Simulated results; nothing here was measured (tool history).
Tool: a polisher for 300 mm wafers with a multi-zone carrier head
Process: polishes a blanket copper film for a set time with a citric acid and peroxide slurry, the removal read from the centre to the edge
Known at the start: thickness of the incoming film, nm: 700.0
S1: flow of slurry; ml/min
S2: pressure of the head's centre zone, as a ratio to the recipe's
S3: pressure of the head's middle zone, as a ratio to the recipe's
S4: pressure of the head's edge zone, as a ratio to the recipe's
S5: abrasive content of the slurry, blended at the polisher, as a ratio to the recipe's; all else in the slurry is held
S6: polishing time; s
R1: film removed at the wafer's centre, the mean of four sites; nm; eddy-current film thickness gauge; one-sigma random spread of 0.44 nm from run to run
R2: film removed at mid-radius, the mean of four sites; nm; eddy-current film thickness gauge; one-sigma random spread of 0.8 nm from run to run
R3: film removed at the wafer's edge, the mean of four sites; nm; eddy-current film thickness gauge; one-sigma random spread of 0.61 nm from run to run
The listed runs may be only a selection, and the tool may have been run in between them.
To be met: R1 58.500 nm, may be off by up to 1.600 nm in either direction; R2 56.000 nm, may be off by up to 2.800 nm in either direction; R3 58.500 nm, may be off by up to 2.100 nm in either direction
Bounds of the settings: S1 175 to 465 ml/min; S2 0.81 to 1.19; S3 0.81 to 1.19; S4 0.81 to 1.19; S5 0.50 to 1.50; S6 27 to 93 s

run,hour,S1,S2,S3,S4,S5,S6,R1,R2,R3
1,0.0,295,1.00,1.00,1.00,1.00,59,88.554,89.412,86.926
2,7.7,295,1.00,1.00,1.07,1.00,59,88.287,86.873,90.612
3,13.3,295,0.99,0.98,1.05,0.95,57,84.121,83.730,87.111
4,18.1,295,0.99,0.97,1.04,0.90,55,80.157,78.609,81.569
5,26.6,320,0.99,0.97,1.04,0.90,55,79.752,79.547,82.212
6,29.4,315,0.99,0.96,1.03,0.85,54,77.287,75.941,79.181
7,34.4,315,0.99,0.95,1.01,0.80,53,73.860,73.474,74.873
8,42.6,280,0.97,0.85,0.93,0.55,47,60.559,53.272,59.719
9,45.8,280,0.97,0.86,0.93,0.55,47,60.316,57.771,60.298

Exactly one of the 4 candidate moves below puts every result within its allowed miss. Which one?
A,49.0,300,1.04,0.96,0.89,0.50,46,?,?,?
B,49.0,215,0.88,0.95,0.98,0.50,50,?,?,?
C,49.0,320,1.05,0.89,0.93,0.50,46,?,?,?
D,49.0,185,0.95,0.88,0.87,0.80,46,?,?,?

move,R1,R2,R3
A,61.664,58.748,56.271
B,54.797,61.479,62.552
C,62.583,55.432,57.701
D,58.144,56.774,58.543
A: misses by more than the last run did
B: carries the result that was furthest off beyond its target, to the other side
C: misses by more than the last run did
D: each result inside its tolerance
Correct choice: D, which meets every target
